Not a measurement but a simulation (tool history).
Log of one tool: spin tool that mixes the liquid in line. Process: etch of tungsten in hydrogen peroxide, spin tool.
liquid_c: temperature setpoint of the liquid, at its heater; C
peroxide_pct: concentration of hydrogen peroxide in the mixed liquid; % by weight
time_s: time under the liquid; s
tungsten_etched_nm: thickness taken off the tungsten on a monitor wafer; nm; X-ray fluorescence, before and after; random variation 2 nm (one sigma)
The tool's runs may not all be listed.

| run | day | liquid_c | peroxide_pct | time_s | tungsten_etched_nm |
|---|---|---|---|---|---|
| 1 | 0 | 57 | 20 | 50 | 202.18 |
| 2 | 0.321 | 58 | 20 | 50 | 211.44 |
| 3 | 0.488 | 64 | 20 | 50 | 296.36 |
| 4 | 0.546 | 64 | 20 | 50 | 295.14 |
| 5 | 0.858 | 59.5 | 20 | 50 | 231.15 |
| 6 | 1.154 | 66 | 20 | 50 | 334.27 |

The next listed run, before its measurement:
| 7 | 1.292 | 65 | 20 | 50 | ? |

{"run 7": {"tungsten_etched_nm": 319.95}}
